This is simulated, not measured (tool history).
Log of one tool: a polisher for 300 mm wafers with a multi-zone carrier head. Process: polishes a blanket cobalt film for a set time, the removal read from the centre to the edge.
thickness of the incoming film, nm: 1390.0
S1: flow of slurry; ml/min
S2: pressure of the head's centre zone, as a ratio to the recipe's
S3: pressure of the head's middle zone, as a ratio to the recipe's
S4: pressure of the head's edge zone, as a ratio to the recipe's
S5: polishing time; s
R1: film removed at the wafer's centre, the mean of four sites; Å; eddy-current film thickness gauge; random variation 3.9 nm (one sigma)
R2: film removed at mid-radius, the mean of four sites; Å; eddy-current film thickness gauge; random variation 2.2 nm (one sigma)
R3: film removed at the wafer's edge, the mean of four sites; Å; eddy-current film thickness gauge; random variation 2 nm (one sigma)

run  hour   S1    S2    S3    S4   S5      R1      R2      R3
  1   0.0  150  1.00  1.00  1.00   85  2895.8  2958.8  2836.9
  2   6.4  160  1.01  0.99  1.02   85  2964.1  2915.6  2825.5
  3  10.8  180  1.01  0.99  1.02   85  3008.2  2997.3  2878.0
  4  12.6  180  1.01  0.99  1.02  100  3519.9  3509.1  3386.8
  5  14.7  175  1.02  0.98  1.02  100  3541.4  3520.0  3377.0
  6  19.2  175  1.02  0.98  1.09  100  3610.5  3486.2  3477.0

Run 7 comes next. What will it give?
  7  25.2  170  1.03  0.97  1.08  100   ?   ?   ?

Run 7 gave R1 3546.6 Å, R2 3436.9 Å, R3 3464.3 Å.
